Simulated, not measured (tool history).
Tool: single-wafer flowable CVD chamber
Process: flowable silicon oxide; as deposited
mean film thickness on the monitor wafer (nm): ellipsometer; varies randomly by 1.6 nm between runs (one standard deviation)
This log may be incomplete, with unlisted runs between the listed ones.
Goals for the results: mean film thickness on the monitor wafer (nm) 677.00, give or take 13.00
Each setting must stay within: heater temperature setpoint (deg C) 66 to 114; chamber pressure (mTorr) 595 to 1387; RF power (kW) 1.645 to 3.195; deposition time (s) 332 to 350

run  hour  heater temperature setpoint (deg C)  chamber pressure (mTorr)  RF power (kW)  deposition time (s)  mean film thickness on the monitor wafer (nm)
  1   0.0                                   90                       991          2.420                  350                                         391.24
  2   5.5                                   90                      1051          2.420                  350                                         413.90
  3  12.9                                   87                      1052          2.420                  350                                         456.67
  4  15.7                                   87                      1052          2.420                  332                                         433.55
  5  19.9                                   87                      1052          2.420                  332                                         434.22
  6  26.2                                   84                      1053          2.420                  332                                         480.05
  7  34.2                                   82                      1054          2.420                  332                                         514.09
  8  39.8                                   80                      1054          2.420                  332                                         547.88

Which one of the following 5 next-run settings gets every result inside its allowed miss? There is exactly one.
  A  45.4                                   77                      1048          2.225                  350                                              ?
  B  45.4                                   78                      1124          2.185                  348                                              ?
  C  45.4                                   71                      1021          2.620                  332                                              ?
  D  45.4                                   80                      1119          2.665                  345                                              ?
  E  45.4                                   79                       953          2.405                  332                                              ?

move  mean film thickness on the monitor wafer (nm)
   A                                         622.25
   B                                         638.51
   C                                         681.75
   D                                         609.79
   E                                         512.51
A: nearer than the last run, and not there yet
B: nearer than the last run, and not there yet
C: every result within its allowed miss
D: nearer than the last run, and not there yet
E: moves away from the targets compared with the last run
Answer: C
